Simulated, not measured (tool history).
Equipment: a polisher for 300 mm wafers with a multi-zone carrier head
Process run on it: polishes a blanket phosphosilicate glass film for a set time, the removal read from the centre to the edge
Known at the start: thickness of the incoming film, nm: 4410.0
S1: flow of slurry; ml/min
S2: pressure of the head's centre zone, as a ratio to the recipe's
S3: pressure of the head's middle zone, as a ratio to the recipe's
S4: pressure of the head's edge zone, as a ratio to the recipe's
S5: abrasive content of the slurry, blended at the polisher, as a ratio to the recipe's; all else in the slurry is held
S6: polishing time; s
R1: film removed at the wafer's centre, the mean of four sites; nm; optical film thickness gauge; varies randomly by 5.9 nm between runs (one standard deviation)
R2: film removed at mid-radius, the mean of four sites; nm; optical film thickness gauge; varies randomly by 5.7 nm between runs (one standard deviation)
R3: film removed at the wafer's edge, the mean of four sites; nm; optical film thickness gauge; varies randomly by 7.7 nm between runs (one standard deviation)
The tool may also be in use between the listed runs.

run 1 hour=0.0 | S1=140 S2=1.00 S3=1.00 S4=1.00 S5=1.00 S6=77 | R1=978.62 R2=979.16 R3=983.54
run 2 hour=0.8 | S1=140 S2=1.00 S3=1.00 S4=1.00 S5=1.00 S6=91 | R1=1149.80 R2=1132.50 R3=1127.40
run 3 hour=1.4 | S1=140 S2=1.00 S3=1.00 S4=1.00 S5=1.10 S6=91 | R1=1232.30 R2=1210.80 R3=1212.20
run 4 hour=4.8 | S1=135 S2=0.98 S3=0.98 S4=0.99 S5=1.00 S6=91 | R1=1124.50 R2=1116.00 R3=1105.50
run 5 hour=7.5 | S1=135 S2=1.06 S3=0.98 S4=0.99 S5=1.00 S6=91 | R1=1211.90 R2=1124.10 R3=1112.00
run 6 hour=14.5 | S1=110 S2=1.06 S3=0.98 S4=0.99 S5=1.00 S6=91 | R1=1123.30 R2=1068.80 R3=1094.50
run 7 hour=16.7 | S1=105 S2=1.04 S3=0.96 S4=0.99 S5=0.95 S6=91 | R1=1065.30 R2=996.25 R3=1036.70
run 8 hour=22.9 | S1=105 S2=1.04 S3=0.96 S4=0.99 S5=0.95 S6=91 | R1=1076.80 R2=1006.60 R3=1034.80
run 9 hour=24.9 | S1=100 S2=1.01 S3=0.95 S4=1.01 S5=0.90 S6=91 | R1=974.19 R2=939.59 R3=989.29
run 10 hour=30.5 | S1=100 S2=0.99 S3=0.94 S4=1.01 S5=0.85 S6=91 | R1=901.09 R2=885.34 R3=960.12
run 11 hour=33.0 | S1=100 S2=0.97 S3=0.92 S4=0.99 S5=0.85 S6=91 | R1=892.55 R2=871.46 R3=934.54

What does the tool deliver on the next run?
run 12 hour=35.9 | S1=100 S2=0.95 S3=0.91 S4=0.98 S5=0.85 S6=91 | R1=? R2=? R3=?

Run 12 produced R1 883.23 nm, R2 867.19 nm, R3 936.41 nm.

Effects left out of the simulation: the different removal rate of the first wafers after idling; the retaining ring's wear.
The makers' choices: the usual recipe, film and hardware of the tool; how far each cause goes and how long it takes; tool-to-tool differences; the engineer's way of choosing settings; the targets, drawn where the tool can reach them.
